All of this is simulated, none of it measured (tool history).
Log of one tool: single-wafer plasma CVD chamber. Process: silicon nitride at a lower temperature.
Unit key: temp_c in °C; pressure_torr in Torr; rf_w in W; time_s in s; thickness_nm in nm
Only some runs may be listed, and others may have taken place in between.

Run 1, hour 0.0: temp_c 335 °C, pressure_torr 1.66 Torr, rf_w 390 W, time_s 8.6 s. Result: thickness_nm 11.844 nm.
Run 2, hour 4.4: temp_c 335 °C, pressure_torr 1.66 Torr, rf_w 390 W, time_s 8.2 s. Result: thickness_nm 11.310 nm.
Run 3, hour 11.3: temp_c 335 °C, pressure_torr 1.78 Torr, rf_w 400 W, time_s 8.2 s. Result: thickness_nm 11.745 nm.
Run 4, hour 13.4: temp_c 335 °C, pressure_torr 1.78 Torr, rf_w 400 W, time_s 8.6 s. Result: thickness_nm 12.348 nm.
Run 5, hour 17.4: temp_c 335 °C, pressure_torr 1.84 Torr, rf_w 400 W, time_s 8.6 s. Result: thickness_nm 12.393 nm.
Run 6, hour 20.4: temp_c 335 °C, pressure_torr 1.55 Torr, rf_w 400 W, time_s 8.6 s. Result: thickness_nm 12.000 nm.
Run 7, hour 26.9: temp_c 335 °C, pressure_torr 1.64 Torr, rf_w 405 W, time_s 8.6 s. Result: thickness_nm 12.192 nm.
Run 8, hour 28.3: temp_c 335 °C, pressure_torr 1.73 Torr, rf_w 410 W, time_s 8.6 s. Result: thickness_nm 12.385 nm.
Run 9, hour 30.3: temp_c 335 °C, pressure_torr 1.80 Torr, rf_w 415 W, time_s 8.6 s. Result: thickness_nm 12.644 nm.
Run 10, hour 34.7: temp_c 335 °C, pressure_torr 1.85 Torr, rf_w 415 W, time_s 8.6 s. Result: thickness_nm 12.776 nm.

Forecast run 11:
Run 11, hour 35.8: temp_c 335 °C, pressure_torr 1.88 Torr, rf_w 415 W, time_s 8.6 s. Result: thickness_nm ?.

Run 11 came out at thickness_nm 12.917 nm.
